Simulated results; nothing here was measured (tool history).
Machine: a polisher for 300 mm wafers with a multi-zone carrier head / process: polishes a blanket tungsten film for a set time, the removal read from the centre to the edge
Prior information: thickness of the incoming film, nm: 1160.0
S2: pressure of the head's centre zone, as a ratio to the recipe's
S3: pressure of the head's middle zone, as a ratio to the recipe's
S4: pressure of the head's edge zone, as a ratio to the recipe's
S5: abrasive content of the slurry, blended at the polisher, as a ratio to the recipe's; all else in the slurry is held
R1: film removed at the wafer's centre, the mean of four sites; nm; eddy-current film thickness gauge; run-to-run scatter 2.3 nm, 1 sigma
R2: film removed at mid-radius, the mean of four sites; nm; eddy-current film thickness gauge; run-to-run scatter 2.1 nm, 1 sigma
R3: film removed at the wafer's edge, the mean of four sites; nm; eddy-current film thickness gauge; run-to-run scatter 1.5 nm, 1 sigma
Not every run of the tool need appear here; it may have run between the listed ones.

Run 1, day 0: flow of slurry (ml/min) 185, S2 1, S3 1, S4 1, S5 1, polishing time (s) 84. Result: R1 462.79 nm, R2 476.44 nm, R3 456.55 nm.
Run 2, day 0.288: flow of slurry (ml/min) 185, S2 1, S3 1, S4 1, S5 1, polishing time (s) 100. Result: R1 554.95 nm, R2 552.7 nm, R3 548.84 nm.
Run 3, day 0.425: flow of slurry (ml/min) 185, S2 1, S3 1, S4 0.95, S5 1, polishing time (s) 100. Result: R1 557.61 nm, R2 556.72 nm, R3 537.98 nm.
Run 4, day 0.542: flow of slurry (ml/min) 185, S2 1, S3 1, S4 0.95, S5 1.1, polishing time (s) 100. Result: R1 555.45 nm, R2 569.88 nm, R3 557.73 nm.
Run 5, day 0.625: flow of slurry (ml/min) 175, S2 0.98, S3 0.97, S4 0.94, S5 1, polishing time (s) 90. Result: R1 480.36 nm, R2 483.46 nm, R3 475.6 nm.
Run 6, day 0.833: flow of slurry (ml/min) 210, S2 0.98, S3 0.97, S4 0.94, S5 1, polishing time (s) 90. Result: R1 491.79 nm, R2 492.61 nm, R3 482.74 nm.

What does the tool deliver on the next run?
Run 7, day 1.192: flow of slurry (ml/min) 180, S2 0.98, S3 0.87, S4 0.84, S5 0.75, polishing time (s) 67. Result: R1 ?, R2 ?, R3 ?.

R1: 332.03 nm
R2: 305.64 nm
R3: 315.34 nm
